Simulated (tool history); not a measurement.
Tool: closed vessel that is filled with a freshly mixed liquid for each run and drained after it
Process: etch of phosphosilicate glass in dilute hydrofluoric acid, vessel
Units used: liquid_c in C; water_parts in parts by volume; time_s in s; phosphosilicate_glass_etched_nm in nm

| run | hour | liquid_c | water_parts | time_s | phosphosilicate_glass_etched_nm |
|---|---|---|---|---|---|
| 1 | 0 | 23 | 55 | 30 | 31.257 |
| 2 | 2.3 | 23 | 35 | 30 | 50.09 |
| 3 | 9.1 | 23 | 20 | 30 | 90.775 |
| 4 | 18 | 23 | 30 | 30 | 59.786 |
| 5 | 23.3 | 23 | 30 | 30 | 59.489 |
| 6 | 24.8 | 23 | 20 | 30 | 89.358 |
| 7 | 33.5 | 22.5 | 20 | 30 | 88.454 |
| 8 | 40.9 | 22.5 | 20 | 30 | 86.827 |

Run 9, settings as shown, results not yet in. Your forecast:
| 9 | 44.7 | 18.5 | 45 | 30 | ? |

{"run 9": {"phosphosilicate_glass_etched_nm": 31.754}}
